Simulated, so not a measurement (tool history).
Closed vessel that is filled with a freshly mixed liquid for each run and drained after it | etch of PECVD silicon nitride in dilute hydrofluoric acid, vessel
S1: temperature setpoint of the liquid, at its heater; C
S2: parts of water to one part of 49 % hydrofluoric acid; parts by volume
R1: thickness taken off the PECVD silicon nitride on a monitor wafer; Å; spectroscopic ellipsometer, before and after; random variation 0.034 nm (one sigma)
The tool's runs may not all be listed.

run 1 hour=0 | S1=22 S2=125 time_in_the_liquid_(s)=325 | R1=64.195
run 2 hour=3.1 | S1=22 S2=125 time_in_the_liquid_(s)=325 | R1=63.014
run 3 hour=7.9 | S1=22 S2=125 time_in_the_liquid_(s)=245 | R1=47.809
run 4 hour=14.1 | S1=19 S2=125 time_in_the_liquid_(s)=245 | R1=38.94
run 5 hour=22.2 | S1=18.5 S2=125 time_in_the_liquid_(s)=245 | R1=37.514
run 6 hour=27.9 | S1=18.5 S2=150 time_in_the_liquid_(s)=245 | R1=31.839
run 7 hour=32.6 | S1=19 S2=150 time_in_the_liquid_(s)=245 | R1=32.988

The next listed run, before its measurement:
run 8 hour=36.2 | S1=19 S2=150 time_in_the_liquid_(s)=245 | R1=?

R1: 32.443 Å
